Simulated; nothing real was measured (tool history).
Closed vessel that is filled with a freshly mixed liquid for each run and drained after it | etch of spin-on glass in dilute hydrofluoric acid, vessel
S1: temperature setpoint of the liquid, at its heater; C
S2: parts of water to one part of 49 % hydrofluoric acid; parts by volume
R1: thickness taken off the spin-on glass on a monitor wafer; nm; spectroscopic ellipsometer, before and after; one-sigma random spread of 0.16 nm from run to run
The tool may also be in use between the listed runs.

Run 1, hour 0: S1 22 C, S2 170 parts by volume, time in the liquid (s) 90. Result: R1 21.478 nm.
Run 2, hour 3.7: S1 19 C, S2 170 parts by volume, time in the liquid (s) 90. Result: R1 18.958 nm.
Run 3, hour 4.8: S1 21 C, S2 170 parts by volume, time in the liquid (s) 90. Result: R1 20.672 nm.
Run 4, hour 7.4: S1 22.5 C, S2 170 parts by volume, time in the liquid (s) 90. Result: R1 22.067 nm.
Run 5, hour 13.3: S1 23.5 C, S2 170 parts by volume, time in the liquid (s) 90. Result: R1 22.857 nm.
Run 6, hour 18.9: S1 23.5 C, S2 210 parts by volume, time in the liquid (s) 90. Result: R1 17.724 nm.
Run 7, hour 20.3: S1 25.5 C, S2 205 parts by volume, time in the liquid (s) 90. Result: R1 19.606 nm.
Run 8, hour 24.5: S1 27 C, S2 200 parts by volume, time in the liquid (s) 90. Result: R1 21.419 nm.
Run 9, hour 30: S1 28 C, S2 195 parts by volume, time in the liquid (s) 90. Result: R1 22.584 nm.

Run 10 comes next. What will it give?
Run 10, hour 35.6: S1 28.5 C, S2 195 parts by volume, time in the liquid (s) 90. Result: R1 ?.

Run 10 measured R1 22.944 nm.
